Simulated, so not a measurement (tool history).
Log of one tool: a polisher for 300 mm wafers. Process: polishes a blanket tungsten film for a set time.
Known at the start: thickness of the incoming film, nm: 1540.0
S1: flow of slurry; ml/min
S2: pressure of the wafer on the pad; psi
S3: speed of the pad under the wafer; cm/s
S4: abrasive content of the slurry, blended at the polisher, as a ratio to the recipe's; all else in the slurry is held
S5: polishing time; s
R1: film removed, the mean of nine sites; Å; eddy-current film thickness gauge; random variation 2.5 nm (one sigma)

{"run": 1, "hour": 0.0, "S1": 285, "S2": 4.6, "S3": 116, "S4": 1.0, "S5": 45, "R1": 3318.9}
{"run": 2, "hour": 7.8, "S1": 285, "S2": 5.1, "S3": 116, "S4": 1.0, "S5": 45, "R1": 3608.0}
{"run": 3, "hour": 14.5, "S1": 250, "S2": 5.1, "S3": 116, "S4": 1.0, "S5": 45, "R1": 3589.7}
{"run": 4, "hour": 22.2, "S1": 250, "S2": 5.1, "S3": 116, "S4": 1.2, "S5": 45, "R1": 3738.5}
{"run": 5, "hour": 23.1, "S1": 190, "S2": 5.1, "S3": 116, "S4": 1.2, "S5": 45, "R1": 3606.6}
{"run": 6, "hour": 30.4, "S1": 190, "S2": 6.2, "S3": 116, "S4": 1.2, "S5": 45, "R1": 4216.8}
{"run": 7, "hour": 34.6, "S1": 190, "S2": 5.1, "S3": 114, "S4": 1.2, "S5": 45, "R1": 3639.1}
{"run": 8, "hour": 40.1, "S1": 190, "S2": 4.4, "S3": 110, "S4": 1.2, "S5": 45, "R1": 3116.7}
{"run": 9, "hour": 44.6, "S1": 190, "S2": 3.9, "S3": 108, "S4": 1.2, "S5": 45, "R1": 2844.1}

The next listed run, before its measurement:
{"run": 10, "hour": 49.4, "S1": 190, "S2": 3.5, "S3": 108, "S4": 1.2, "S5": 45, "R1": "?"}

Run 10 gave R1 2614.6 Å.

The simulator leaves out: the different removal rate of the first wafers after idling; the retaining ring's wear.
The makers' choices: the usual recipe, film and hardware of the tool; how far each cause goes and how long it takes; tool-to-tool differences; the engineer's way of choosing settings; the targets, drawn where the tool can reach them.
